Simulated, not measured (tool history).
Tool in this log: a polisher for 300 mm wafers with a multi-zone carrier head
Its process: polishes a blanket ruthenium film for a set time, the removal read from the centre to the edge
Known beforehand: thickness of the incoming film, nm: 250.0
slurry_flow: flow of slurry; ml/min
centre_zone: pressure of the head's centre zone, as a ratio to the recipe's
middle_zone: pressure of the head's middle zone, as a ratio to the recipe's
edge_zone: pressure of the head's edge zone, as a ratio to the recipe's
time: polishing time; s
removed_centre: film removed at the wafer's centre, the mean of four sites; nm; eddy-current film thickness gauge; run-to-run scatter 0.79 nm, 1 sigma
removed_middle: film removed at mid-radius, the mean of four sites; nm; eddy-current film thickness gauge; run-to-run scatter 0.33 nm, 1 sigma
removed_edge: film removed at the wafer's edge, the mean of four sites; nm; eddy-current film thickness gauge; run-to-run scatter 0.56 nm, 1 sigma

Run 1, day 0.000: slurry_flow 140 ml/min, centre_zone 1.00, middle_zone 1.00, edge_zone 1.00, time 66 s. Result: removed_centre 89.587 nm, removed_middle 90.692 nm, removed_edge 90.044 nm.
Run 2, day 0.238: slurry_flow 135 ml/min, centre_zone 1.03, middle_zone 0.97, edge_zone 0.95, time 55 s. Result: removed_centre 75.986 nm, removed_middle 71.803 nm, removed_edge 72.587 nm.
Run 3, day 0.362: slurry_flow 135 ml/min, centre_zone 1.03, middle_zone 0.89, edge_zone 0.95, time 55 s. Result: removed_centre 74.774 nm, removed_middle 66.851 nm, removed_edge 72.342 nm.
Run 4, day 0.708: slurry_flow 135 ml/min, centre_zone 1.03, middle_zone 0.89, edge_zone 0.99, time 55 s. Result: removed_centre 76.296 nm, removed_middle 66.982 nm, removed_edge 75.114 nm.
Run 5, day 0.883: slurry_flow 110 ml/min, centre_zone 1.03, middle_zone 0.89, edge_zone 0.99, time 55 s. Result: removed_centre 70.257 nm, removed_middle 63.515 nm, removed_edge 72.244 nm.
Run 6, day 1.004: slurry_flow 110 ml/min, centre_zone 1.03, middle_zone 0.94, edge_zone 0.99, time 55 s. Result: removed_centre 72.516 nm, removed_middle 65.416 nm, removed_edge 71.984 nm.
Run 7, day 1.033: slurry_flow 110 ml/min, centre_zone 1.05, middle_zone 0.95, edge_zone 0.94, time 49 s. Result: removed_centre 64.508 nm, removed_middle 60.285 nm, removed_edge 62.385 nm.
Run 8, day 1.308: slurry_flow 110 ml/min, centre_zone 1.05, middle_zone 0.95, edge_zone 0.94, time 49 s. Result: removed_centre 64.400 nm, removed_middle 60.072 nm, removed_edge 61.500 nm.
Run 9, day 1.638: slurry_flow 105 ml/min, centre_zone 1.08, middle_zone 0.93, edge_zone 0.90, time 47 s. Result: removed_centre 62.236 nm, removed_middle 55.657 nm, removed_edge 58.612 nm.
Run 10, day 1.867: slurry_flow 105 ml/min, centre_zone 1.08, middle_zone 0.93, edge_zone 0.90, time 47 s. Result: removed_centre 63.636 nm, removed_middle 55.707 nm, removed_edge 56.657 nm.
Run 11, day 2.138: slurry_flow 100 ml/min, centre_zone 1.09, middle_zone 0.92, edge_zone 0.87, time 46 s. Result: removed_centre 59.572 nm, removed_middle 52.862 nm, removed_edge 54.550 nm.
Run 12, day 2.371: slurry_flow 100 ml/min, centre_zone 1.11, middle_zone 0.92, edge_zone 0.85, time 45 s. Result: removed_centre 62.010 nm, removed_middle 52.524 nm, removed_edge 55.050 nm.

Run 13 is up next; what results do you expect?
Run 13, day 2.617: slurry_flow 100 ml/min, centre_zone 1.12, middle_zone 0.93, edge_zone 0.84, time 43 s. Result: removed_centre ?, removed_middle ?, removed_edge ?.

{"run 13": {"removed_centre": 57.435, "removed_middle": 50.382, "removed_edge": 50.831}}
